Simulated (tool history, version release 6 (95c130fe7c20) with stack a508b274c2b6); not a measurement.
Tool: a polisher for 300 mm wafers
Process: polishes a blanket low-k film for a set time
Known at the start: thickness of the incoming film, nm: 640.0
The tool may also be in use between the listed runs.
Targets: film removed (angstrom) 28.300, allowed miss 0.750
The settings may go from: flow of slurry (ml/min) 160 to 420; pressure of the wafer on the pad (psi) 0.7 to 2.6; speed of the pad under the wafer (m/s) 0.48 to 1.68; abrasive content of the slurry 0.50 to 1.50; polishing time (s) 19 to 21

run    day  flow of slurry (ml/min)  pressure of the wafer on the pad (psi)  speed of the pad under the wafer (m/s)  abrasive content of the slurry  polishing time (s)  film removed (angstrom)
  1  0.000                      270                                     1.6                                    1.08                            1.00                  21                   71.047
  2  0.371                      270                                     1.8                                    1.08                            1.00                  21                   80.493
  3  0.600                      270                                     1.8                                    1.28                            1.00                  21                   89.174
  4  0.662                      270                                     1.6                                    1.14                            1.00                  21                   74.075
  5  0.954                      270                                     1.6                                    1.14                            0.85                  21                   64.717
  6  1.171                      270                                     1.4                                    1.06                            0.85                  21                   53.993
  7  1.362                      270                                     1.3                                    1.02                            0.85                  21                   48.384
  8  1.479                      270                                     1.2                                    1.00                            0.85                  21                   44.949
  9  1.800                      270                                     1.1                                    0.98                            0.85                  21                   40.679
 10  2.071                      260                                     0.7                                    0.86                            0.85                  21                   23.713
 11  2.146                      280                                     0.7                                    0.86                            0.85                  21                   24.210
 12  2.246                      280                                     0.8                                    0.86                            0.85                  21                   27.277
 13  2.338                      285                                     0.8                                    0.86                            0.85                  21                   27.401
 14  2.504                      290                                     0.8                                    0.86                            0.85                  21                   27.444
 15  2.704                      295                                     0.8                                    0.86                            0.85                  21                   27.516
 16  3.050                      305                                     0.8                                    0.86                            0.85                  21                   27.560
 17  3.225                      310                                     0.8                                    0.86                            0.85                  21                   27.632
 18  3.329                      315                                     0.8                                    0.86                            0.85                  21                   27.450
 19  3.571                      315                                     0.9                                    0.86                            0.85                  21                   31.171
 20  3.688                      305                                     0.9                                    0.86                            0.85                  21                   30.884

Which of these 4 next moves meets every target?
  A  3.804                      365                                     1.1                                    1.02                            0.70                  20                        ?
  B  3.804                      260                                     0.8                                    0.96                            0.85                  20                        ?
  C  3.804                      360                                     1.2                                    0.68                            0.80                  21                        ?
  D  3.804                      330                                     1.0                                    0.84                            0.90                  21                        ?

move  film removed (angstrom)
   A                   33.947
   B                   28.239
   C                   32.698
   D                   35.305
A: further off than the last run
B: meets every target
C: further off than the last run
D: further off than the last run
Answer: B
